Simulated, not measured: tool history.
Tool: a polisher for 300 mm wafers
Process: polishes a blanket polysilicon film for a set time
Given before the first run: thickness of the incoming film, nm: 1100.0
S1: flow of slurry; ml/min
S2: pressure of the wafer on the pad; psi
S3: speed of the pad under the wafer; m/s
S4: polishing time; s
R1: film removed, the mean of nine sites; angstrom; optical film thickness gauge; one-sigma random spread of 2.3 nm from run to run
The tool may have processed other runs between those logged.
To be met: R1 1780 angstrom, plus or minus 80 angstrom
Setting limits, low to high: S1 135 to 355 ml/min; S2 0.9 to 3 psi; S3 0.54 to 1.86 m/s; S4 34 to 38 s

| run | hour | S1 | S2 | S3 | S4 | R1 |
|---|---|---|---|---|---|---|
| 1 | 0 | 225 | 1.9 | 1.18 | 38 | 2628.6 |
| 2 | 2.8 | 225 | 1.9 | 1.4 | 38 | 3062.9 |
| 3 | 9.3 | 225 | 1.9 | 1.4 | 38 | 3040 |
| 4 | 14.7 | 225 | 1.6 | 1.38 | 38 | 2561.6 |
| 5 | 15.6 | 225 | 2 | 1.38 | 38 | 3178.1 |
| 6 | 21.6 | 170 | 2 | 1.38 | 38 | 3163.2 |
| 7 | 28.9 | 170 | 2 | 1.38 | 38 | 3149.2 |
| 8 | 33.2 | 170 | 1.7 | 1.36 | 38 | 2642.4 |
| 9 | 39.6 | 170 | 1.5 | 1.34 | 38 | 2302.8 |
| 10 | 40.5 | 170 | 1.4 | 1.34 | 38 | 2098.2 |
| 11 | 44.5 | 170 | 1.3 | 1.34 | 38 | 2027.6 |

Pick the move, out of 5, that brings all results within their allowed miss; only one does.
| A | 48.5 | 145 | 1.1 | 1.46 | 38 | ? |
| B | 48.5 | 165 | 1.3 | 1.46 | 36 | ? |
| C | 48.5 | 180 | 1.5 | 1.18 | 37 | ? |
| D | 48.5 | 160 | 1.3 | 1.34 | 38 | ? |
| E | 48.5 | 185 | 1.4 | 1.1 | 34 | ? |

| move | R1 |
|---|---|
| A | 1804.4 |
| B | 2032.3 |
| C | 1965.4 |
| D | 1966.9 |
| E | 1583.3 |
A: all results land within tolerance of their targets
B: roughly where the last run was
C: gains on the last run, yet a result remains outside its allowed miss
D: gains on the last run, yet a result remains outside its allowed miss
E: takes the biggest miss from the last run beyond its target
The right move is A.
